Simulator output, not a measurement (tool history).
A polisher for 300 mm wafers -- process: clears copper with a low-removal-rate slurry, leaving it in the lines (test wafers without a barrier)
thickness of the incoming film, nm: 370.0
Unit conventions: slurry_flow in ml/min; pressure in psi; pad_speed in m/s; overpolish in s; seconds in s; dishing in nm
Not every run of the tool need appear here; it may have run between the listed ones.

| run | hour | slurry_flow | pressure | pad_speed | slurry_solids | overpolish | seconds | dishing |
|---|---|---|---|---|---|---|---|---|
| 1 | 0 | 175 | 2.4 | 1.1 | 1 | 8 | 118.91 | 15.952 |
| 2 | 6.8 | 175 | 2.4 | 1.1 | 1 | 10 | 114.14 | 19.36 |
| 3 | 10.2 | 175 | 2.4 | 1.1 | 1 | 8 | 116.37 | 15.838 |
| 4 | 14.7 | 175 | 2.4 | 1.1 | 1 | 11 | 114.28 | 21.153 |
| 5 | 18.1 | 175 | 2 | 1.1 | 1 | 11 | 132.21 | 19.055 |
| 6 | 21.5 | 175 | 2 | 1.1 | 1 | 9 | 135.25 | 15.788 |
| 7 | 27.9 | 160 | 2.3 | 0.96 | 0.9 | 7 | 135.37 | 11.973 |

Predict the results of run 8:
| 8 | 35.6 | 160 | 2.3 | 0.96 | 0.9 | 7 | ? | ? |

{"run 8": {"seconds": 139.6, "dishing": 11.739}}
